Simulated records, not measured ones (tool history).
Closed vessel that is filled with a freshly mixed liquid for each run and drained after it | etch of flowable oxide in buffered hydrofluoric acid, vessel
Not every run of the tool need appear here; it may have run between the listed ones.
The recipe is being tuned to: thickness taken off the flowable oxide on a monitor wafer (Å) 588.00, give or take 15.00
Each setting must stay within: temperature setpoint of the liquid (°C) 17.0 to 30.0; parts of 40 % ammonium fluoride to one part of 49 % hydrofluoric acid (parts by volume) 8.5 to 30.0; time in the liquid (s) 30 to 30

| run | hour | temperature setpoint of the liquid (°C) | parts of 40 % ammonium fluoride to one part of 49 % hydrofluoric acid (parts by volume) | time in the liquid (s) | thickness taken off the flowable oxide on a monitor wafer (Å) |
|---|---|---|---|---|---|
| 1 | 0.0 | 22.0 | 23.0 | 30 | 332.05 |
| 2 | 8.8 | 22.0 | 23.0 | 30 | 335.02 |
| 3 | 10.5 | 24.5 | 21.5 | 30 | 398.01 |
| 4 | 16.9 | 26.5 | 20.5 | 30 | 458.97 |
| 5 | 25.9 | 28.5 | 20.5 | 30 | 512.46 |
| 6 | 27.9 | 28.5 | 15.5 | 30 | 675.00 |
| 7 | 33.7 | 27.5 | 15.5 | 30 | 632.23 |
| 8 | 42.2 | 27.0 | 15.5 | 30 | 619.62 |
| 9 | 46.8 | 27.0 | 15.5 | 30 | 623.40 |

Which single option among these 5 for the next run brings every result within its allowed miss of target? Just one does.
| A | 51.4 | 23.5 | 12.5 | 30 | ? |
| B | 51.4 | 26.5 | 15.0 | 30 | ? |
| C | 51.4 | 26.5 | 17.0 | 30 | ? |
| D | 51.4 | 25.0 | 14.5 | 30 | ? |
| E | 51.4 | 26.5 | 16.5 | 30 | ? |

| move | thickness taken off the flowable oxide on a monitor wafer (Å) |
|---|---|
| A | 624.87 |
| B | 614.97 |
| C | 543.79 |
| D | 586.30 |
| E | 559.99 |
A: about as far from the targets as the last run
B: closer than the last run, but not yet in spec
C: takes the result that was furthest off past its target
D: every result lands within tolerance
E: takes the result that was furthest off past its target
The move that meets every target is D.
